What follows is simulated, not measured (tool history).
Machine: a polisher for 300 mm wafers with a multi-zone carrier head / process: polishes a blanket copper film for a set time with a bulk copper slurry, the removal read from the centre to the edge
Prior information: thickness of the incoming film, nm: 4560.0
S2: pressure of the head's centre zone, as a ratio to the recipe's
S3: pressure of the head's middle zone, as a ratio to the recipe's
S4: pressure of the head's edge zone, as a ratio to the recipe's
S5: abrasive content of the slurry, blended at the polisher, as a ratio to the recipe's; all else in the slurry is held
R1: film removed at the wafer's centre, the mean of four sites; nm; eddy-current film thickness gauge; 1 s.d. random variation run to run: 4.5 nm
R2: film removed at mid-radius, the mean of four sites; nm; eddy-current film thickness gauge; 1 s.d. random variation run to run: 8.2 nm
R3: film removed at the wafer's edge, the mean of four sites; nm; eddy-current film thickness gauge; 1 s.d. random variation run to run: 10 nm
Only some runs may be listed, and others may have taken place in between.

Run 1, hour 0.0: flow of slurry (ml/min) 315, S2 1.00, S3 1.00, S4 1.00, S5 1.00, polishing time (s) 81. Result: R1 964.72 nm, R2 970.59 nm, R3 937.18 nm.
Run 2, hour 8.4: flow of slurry (ml/min) 315, S2 1.05, S3 1.00, S4 1.00, S5 1.00, polishing time (s) 81. Result: R1 1029.20 nm, R2 965.85 nm, R3 915.72 nm.
Run 3, hour 14.9: flow of slurry (ml/min) 370, S2 1.05, S3 1.00, S4 1.00, S5 1.00, polishing time (s) 81. Result: R1 1038.10 nm, R2 966.09 nm, R3 955.53 nm.
Run 4, hour 15.5: flow of slurry (ml/min) 370, S2 1.02, S3 0.98, S4 1.00, S5 0.95, polishing time (s) 79. Result: R1 970.46 nm, R2 913.30 nm, R3 918.64 nm.
Run 5, hour 18.4: flow of slurry (ml/min) 370, S2 1.02, S3 0.93, S4 1.00, S5 0.95, polishing time (s) 79. Result: R1 964.40 nm, R2 867.68 nm, R3 882.22 nm.
Run 6, hour 22.8: flow of slurry (ml/min) 415, S2 1.02, S3 0.93, S4 1.00, S5 0.95, polishing time (s) 79. Result: R1 966.41 nm, R2 903.61 nm, R3 888.83 nm.
Run 7, hour 26.2: flow of slurry (ml/min) 405, S2 0.99, S3 0.91, S4 1.02, S5 0.90, polishing time (s) 78. Result: R1 919.84 nm, R2 857.12 nm, R3 926.98 nm.
Run 8, hour 29.6: flow of slurry (ml/min) 405, S2 0.97, S3 0.90, S4 1.00, S5 0.85, polishing time (s) 76. Result: R1 862.71 nm, R2 829.43 nm, R3 830.33 nm.
At hour 31.8: edge zone pressure recalibrated.
Run 9, hour 31.8: flow of slurry (ml/min) 400, S2 0.95, S3 0.89, S4 1.01, S5 0.80, polishing time (s) 75. Result: R1 831.01 nm, R2 777.88 nm, R3 848.69 nm.
Run 10, hour 35.3: flow of slurry (ml/min) 400, S2 0.93, S3 0.89, S4 1.01, S5 0.75, polishing time (s) 74. Result: R1 775.86 nm, R2 773.21 nm, R3 841.50 nm.
Run 11, hour 40.5: flow of slurry (ml/min) 390, S2 0.92, S3 0.88, S4 1.00, S5 0.70, polishing time (s) 73. Result: R1 763.38 nm, R2 718.51 nm, R3 816.63 nm.

Run 12 comes next. What will it give?
Run 12, hour 43.7: flow of slurry (ml/min) 390, S2 0.91, S3 0.88, S4 0.99, S5 0.70, polishing time (s) 72. Result: R1 ?, R2 ?, R3 ?.

R1: 736.90 nm
R2: 730.91 nm
R3: 794.35 nm
